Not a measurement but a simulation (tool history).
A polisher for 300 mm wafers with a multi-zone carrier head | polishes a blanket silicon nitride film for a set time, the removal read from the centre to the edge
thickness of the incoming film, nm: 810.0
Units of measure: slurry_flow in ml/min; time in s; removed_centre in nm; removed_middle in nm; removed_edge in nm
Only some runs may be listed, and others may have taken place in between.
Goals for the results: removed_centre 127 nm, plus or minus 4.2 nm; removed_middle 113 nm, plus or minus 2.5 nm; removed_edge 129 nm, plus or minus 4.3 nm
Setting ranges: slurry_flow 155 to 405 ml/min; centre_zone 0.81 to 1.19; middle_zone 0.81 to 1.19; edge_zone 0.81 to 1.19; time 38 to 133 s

run 1 day=0 | slurry_flow=260 centre_zone=1 middle_zone=1 edge_zone=1 time=85 | removed_centre=141.64 removed_middle=143.04 removed_edge=145.67
run 2 day=0.021 | slurry_flow=260 centre_zone=1 middle_zone=1 edge_zone=1 time=76 | removed_centre=127.82 removed_middle=129.68 removed_edge=128.95
run 3 day=0.05 | slurry_flow=260 centre_zone=1.06 middle_zone=1 edge_zone=1 time=76 | removed_centre=133.83 removed_middle=129.63 removed_edge=129.12
run 4 day=0.254 | slurry_flow=260 centre_zone=1.06 middle_zone=1 edge_zone=0.92 time=76 | removed_centre=134.86 removed_middle=128.51 removed_edge=123.76
run 5 day=0.567 | slurry_flow=260 centre_zone=1.06 middle_zone=1 edge_zone=0.92 time=95 | removed_centre=168.83 removed_middle=160.01 removed_edge=156.82
run 6 day=0.588 | slurry_flow=245 centre_zone=1.02 middle_zone=0.94 edge_zone=0.91 time=91 | removed_centre=152.98 removed_middle=145.26 removed_edge=148.75
run 7 day=0.796 | slurry_flow=235 centre_zone=1.01 middle_zone=0.9 edge_zone=0.91 time=87 | removed_centre=146.09 removed_middle=133.23 removed_edge=142.37
run 8 day=0.979 | slurry_flow=225 centre_zone=0.99 middle_zone=0.87 edge_zone=0.9 time=85 | removed_centre=137.26 removed_middle=124.84 removed_edge=134.5
run 9 day=1.338 | slurry_flow=210 centre_zone=0.98 middle_zone=0.85 edge_zone=0.9 time=84 | removed_centre=135 removed_middle=121.66 removed_edge=136.48
run 10 day=1.504 | slurry_flow=210 centre_zone=0.97 middle_zone=0.84 edge_zone=0.89 time=83 | removed_centre=129.83 removed_middle=120.59 removed_edge=132
run 11 day=1.812 | slurry_flow=210 centre_zone=0.97 middle_zone=0.84 edge_zone=0.89 time=83 | removed_centre=130.7 removed_middle=119.14 removed_edge=132.35

Exactly one of the 5 candidate moves below puts every result within its allowed miss. Which one?
run A day=2.121 | slurry_flow=245 centre_zone=0.96 middle_zone=0.81 edge_zone=0.89 time=80 | removed_centre=? removed_middle=? removed_edge=?
run B day=2.121 | slurry_flow=175 centre_zone=0.91 middle_zone=0.85 edge_zone=0.88 time=88 | removed_centre=? removed_middle=? removed_edge=?
run C day=2.121 | slurry_flow=185 centre_zone=0.96 middle_zone=0.82 edge_zone=0.86 time=87 | removed_centre=? removed_middle=? removed_edge=?
run D day=2.121 | slurry_flow=190 centre_zone=0.96 middle_zone=0.81 edge_zone=0.89 time=86 | removed_centre=? removed_middle=? removed_edge=?
run E day=2.121 | slurry_flow=205 centre_zone=0.86 middle_zone=0.9 edge_zone=0.9 time=88 | removed_centre=? removed_middle=? removed_edge=?

move=A removed_centre=128.71 removed_middle=112.89 removed_edge=128.58
move=B removed_centre=128.15 removed_middle=123.99 removed_edge=136.37
move=C removed_centre=134.82 removed_middle=119.9 removed_edge=134.22
move=D removed_centre=133.79 removed_middle=117.75 removed_edge=135.13
move=E removed_centre=123.93 removed_middle=132.73 removed_edge=139.81
A: all results in spec
B: moves away from the targets compared with the last run
C: moves away from the targets compared with the last run
D: better than the last run, though not everything is in spec
E: moves away from the targets compared with the last run
Move A is the one to make.
